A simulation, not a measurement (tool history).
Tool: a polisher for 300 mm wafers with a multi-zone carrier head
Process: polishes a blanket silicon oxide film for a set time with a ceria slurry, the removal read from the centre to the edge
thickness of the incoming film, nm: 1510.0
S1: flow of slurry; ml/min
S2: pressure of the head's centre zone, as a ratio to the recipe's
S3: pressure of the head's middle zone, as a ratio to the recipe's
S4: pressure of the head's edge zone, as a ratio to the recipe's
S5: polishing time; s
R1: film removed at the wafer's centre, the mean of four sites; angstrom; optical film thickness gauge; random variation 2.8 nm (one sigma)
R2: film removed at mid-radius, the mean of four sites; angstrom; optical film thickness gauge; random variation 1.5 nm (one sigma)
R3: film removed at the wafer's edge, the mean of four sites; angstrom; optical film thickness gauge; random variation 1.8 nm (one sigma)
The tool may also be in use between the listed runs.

run    day   S1    S2    S3    S4  S5      R1      R2      R3
  1  0.000  275  1.00  1.00  1.00  56  3672.7  3690.1  3789.1
  2  0.371  270  0.99  0.99  0.99  53  3537.8  3473.4  3544.8
  3  0.729  265  0.97  0.98  0.99  50  3310.4  3235.4  3283.9
  4  0.829  265  0.95  0.97  1.01  48  3041.8  3105.3  3267.0
  5  1.133  265  0.95  0.97  0.93  48  3020.1  3048.4  3112.3
  6  1.354  315  0.95  0.97  0.93  48  3187.4  3176.9  3146.2
  7  1.467  310  0.94  0.96  0.92  46  3040.7  2966.6  2985.9
  8  1.612  305  0.93  0.95  0.91  45  2795.0  2867.8  2914.9
  9  1.825  305  0.93  0.94  0.90  44  2842.6  2820.1  2845.5
 10  1.962  300  0.92  0.93  0.89  43  2730.8  2715.6  2767.6

Forecast run 11:
 11  2.029  295  0.91  0.92  0.88  42   ?   ?   ?

R1: 2646.2 angstrom
R2: 2609.9 angstrom
R3: 2697.8 angstrom
